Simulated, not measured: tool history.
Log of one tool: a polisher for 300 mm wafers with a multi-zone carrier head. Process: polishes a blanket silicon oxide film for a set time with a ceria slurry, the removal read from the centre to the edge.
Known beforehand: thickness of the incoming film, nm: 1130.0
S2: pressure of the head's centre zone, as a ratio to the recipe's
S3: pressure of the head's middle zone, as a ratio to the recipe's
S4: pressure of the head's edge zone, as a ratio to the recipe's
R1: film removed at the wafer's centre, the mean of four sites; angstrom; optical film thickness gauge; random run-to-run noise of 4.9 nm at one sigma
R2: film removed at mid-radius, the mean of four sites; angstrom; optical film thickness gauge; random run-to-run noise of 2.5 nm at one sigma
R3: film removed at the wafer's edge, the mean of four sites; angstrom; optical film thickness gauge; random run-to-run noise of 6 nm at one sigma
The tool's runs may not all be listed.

{"run": 1, "hour": 0.0, "flow of slurry (ml/min)": 235, "S2": 1.0, "S3": 1.0, "S4": 1.0, "polishing time (s)": 46, "R1": 3080.4, "R2": 3033.0, "R3": 3088.3}
{"run": 2, "hour": 3.1, "flow of slurry (ml/min)": 235, "S2": 0.92, "S3": 1.0, "S4": 1.0, "polishing time (s)": 46, "R1": 2860.0, "R2": 3058.3, "R3": 3028.4}
{"run": 3, "hour": 4.9, "flow of slurry (ml/min)": 235, "S2": 0.95, "S3": 1.01, "S4": 1.03, "polishing time (s)": 48, "R1": 3130.4, "R2": 3244.5, "R3": 3225.0}
{"run": 4, "hour": 6.2, "flow of slurry (ml/min)": 235, "S2": 0.95, "S3": 0.95, "S4": 1.03, "polishing time (s)": 48, "R1": 3073.0, "R2": 3049.0, "R3": 3195.7}
{"run": 5, "hour": 7.0, "flow of slurry (ml/min)": 235, "S2": 0.95, "S3": 0.95, "S4": 1.03, "polishing time (s)": 40, "R1": 2551.7, "R2": 2541.9, "R3": 2682.1}
{"run": 6, "hour": 8.7, "flow of slurry (ml/min)": 230, "S2": 0.96, "S3": 0.96, "S4": 1.06, "polishing time (s)": 44, "R1": 2820.2, "R2": 2827.1, "R3": 2977.9}
{"run": 7, "hour": 12.3, "flow of slurry (ml/min)": 225, "S2": 0.98, "S3": 0.97, "S4": 1.09, "polishing time (s)": 47, "R1": 3066.6, "R2": 3062.0, "R3": 3203.9}
{"run": 8, "hour": 17.1, "flow of slurry (ml/min)": 225, "S2": 0.99, "S3": 0.97, "S4": 1.11, "polishing time (s)": 50, "R1": 3231.7, "R2": 3227.3, "R3": 3443.8}
{"run": 9, "hour": 18.6, "flow of slurry (ml/min)": 230, "S2": 1.01, "S3": 0.98, "S4": 1.12, "polishing time (s)": 52, "R1": 3401.3, "R2": 3375.2, "R3": 3739.7}

What does the tool deliver on the next run?
{"run": 10, "hour": 25.9, "flow of slurry (ml/min)": 275, "S2": 1.11, "S3": 1.08, "S4": 1.07, "polishing time (s)": 56, "R1": "?", "R2": "?", "R3": "?"}

R1: 4237.5 angstrom
R2: 4038.3 angstrom
R3: 3820.5 angstrom

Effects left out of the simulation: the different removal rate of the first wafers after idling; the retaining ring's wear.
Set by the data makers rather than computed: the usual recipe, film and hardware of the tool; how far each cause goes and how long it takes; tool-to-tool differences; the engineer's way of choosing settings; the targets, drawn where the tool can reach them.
